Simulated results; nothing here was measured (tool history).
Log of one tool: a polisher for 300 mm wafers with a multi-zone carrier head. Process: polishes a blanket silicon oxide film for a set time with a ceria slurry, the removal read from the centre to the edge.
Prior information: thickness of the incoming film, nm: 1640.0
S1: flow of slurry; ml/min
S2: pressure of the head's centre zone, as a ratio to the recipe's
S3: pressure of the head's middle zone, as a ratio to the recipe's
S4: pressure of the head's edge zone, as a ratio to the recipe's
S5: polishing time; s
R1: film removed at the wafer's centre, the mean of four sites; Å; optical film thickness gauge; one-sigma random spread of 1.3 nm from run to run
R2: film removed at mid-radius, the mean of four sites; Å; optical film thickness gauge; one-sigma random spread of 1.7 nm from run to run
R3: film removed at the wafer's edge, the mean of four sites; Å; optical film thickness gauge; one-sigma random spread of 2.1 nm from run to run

Run 1, hour 0.0: S1 135 ml/min, S2 1.00, S3 1.00, S4 1.00, S5 54 s. Result: R1 1999.2 Å, R2 2004.9 Å, R3 1996.3 Å.
Run 2, hour 6.0: S1 135 ml/min, S2 1.00, S3 1.00, S4 1.08, S5 54 s. Result: R1 2009.4 Å, R2 2033.6 Å, R3 2072.6 Å.
Run 3, hour 14.2: S1 135 ml/min, S2 1.00, S3 0.95, S4 1.08, S5 54 s. Result: R1 2025.4 Å, R2 1957.8 Å, R3 2026.5 Å.
Run 4, hour 19.8: S1 135 ml/min, S2 1.01, S3 0.93, S4 1.06, S5 54 s. Result: R1 2005.5 Å, R2 1947.7 Å, R3 2009.6 Å.
Run 5, hour 27.7: S1 135 ml/min, S2 1.01, S3 0.93, S4 1.06, S5 44 s. Result: R1 1647.1 Å, R2 1569.5 Å, R3 1670.4 Å.
Run 6, hour 30.2: S1 135 ml/min, S2 1.01, S3 0.85, S4 1.06, S5 44 s. Result: R1 1669.2 Å, R2 1462.2 Å, R3 1658.5 Å.
Run 7, hour 36.3: S1 135 ml/min, S2 1.01, S3 0.85, S4 1.06, S5 44 s. Result: R1 1662.1 Å, R2 1484.8 Å, R3 1675.9 Å.
Run 8, hour 44.3: S1 170 ml/min, S2 1.11, S3 0.88, S4 1.02, S5 44 s. Result: R1 1905.2 Å, R2 1564.8 Å, R3 1681.0 Å.
Run 9, hour 48.1: S1 175 ml/min, S2 1.12, S3 0.88, S4 1.03, S5 44 s. Result: R1 1924.7 Å, R2 1589.3 Å, R3 1700.5 Å.

Forecast run 10:
Run 10, hour 50.1: S1 175 ml/min, S2 1.12, S3 0.88, S4 1.03, S5 44 s. Result: R1 ?, R2 ?, R3 ?.

For run 10 the tool returned R1 1933.6 Å, R2 1588.4 Å, R3 1672.4 Å.

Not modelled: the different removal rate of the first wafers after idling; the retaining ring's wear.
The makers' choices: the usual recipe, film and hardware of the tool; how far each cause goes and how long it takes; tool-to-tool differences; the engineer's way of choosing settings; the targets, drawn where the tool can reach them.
